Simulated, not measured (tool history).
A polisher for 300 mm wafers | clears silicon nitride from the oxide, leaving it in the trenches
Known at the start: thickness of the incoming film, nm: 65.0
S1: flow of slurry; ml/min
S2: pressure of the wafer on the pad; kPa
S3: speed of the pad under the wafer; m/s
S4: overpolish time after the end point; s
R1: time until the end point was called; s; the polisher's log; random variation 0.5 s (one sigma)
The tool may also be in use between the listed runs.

run 1 hour=0.0 | S1=235 S2=17.9 S3=0.80 S4=10 | R1=114.030
run 2 hour=4.9 | S1=240 S2=20.0 S3=0.80 S4=10 | R1=102.040
run 3 hour=13.9 | S1=205 S2=20.0 S3=0.80 S4=10 | R1=103.610
run 4 hour=15.4 | S1=205 S2=20.0 S3=0.80 S4=10 | R1=104.120
run 5 hour=18.2 | S1=205 S2=23.4 S3=0.80 S4=10 | R1=90.439
run 6 hour=19.9 | S1=205 S2=23.4 S3=0.66 S4=10 | R1=108.230
run 7 hour=27.1 | S1=210 S2=24.1 S3=0.72 S4=10 | R1=97.109
run 8 hour=29.6 | S1=215 S2=24.8 S3=0.76 S4=10 | R1=88.622
run 9 hour=36.4 | S1=220 S2=25.5 S3=0.80 S4=10 | R1=81.532

The next listed run, before its measurement:
run 10 hour=45.4 | S1=225 S2=26.2 S3=0.82 S4=10 | R1=?

{"run 10": {"R1": 76.196}}
